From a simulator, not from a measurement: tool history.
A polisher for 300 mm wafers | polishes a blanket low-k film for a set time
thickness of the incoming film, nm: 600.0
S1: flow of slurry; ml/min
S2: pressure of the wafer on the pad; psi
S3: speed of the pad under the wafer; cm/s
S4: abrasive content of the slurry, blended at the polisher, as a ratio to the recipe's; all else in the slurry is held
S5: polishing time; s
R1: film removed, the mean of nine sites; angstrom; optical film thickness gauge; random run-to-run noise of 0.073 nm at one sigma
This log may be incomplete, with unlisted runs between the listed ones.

run    day   S1   S2  S3    S4  S5       R1
  1  0.000  315  1.5  76  1.00  55  122.360
  2  0.092  315  1.3  76  1.00  55  110.930
  3  0.450  315  1.3  76  0.85  55  105.590
  4  0.542  315  1.6  76  0.85  55  120.110
  5  0.892  315  1.6  76  0.70  55  115.290
  6  0.962  315  1.6  64  0.70  55   98.817
  7  1.308  315  1.5  64  0.70  55   94.807
  8  1.525  315  1.4  64  0.70  55   91.034

For run 9, what comes out?
  9  1.783  315  1.3  64  0.70  55   ?

{"run 9": {"R1": 84.957}}
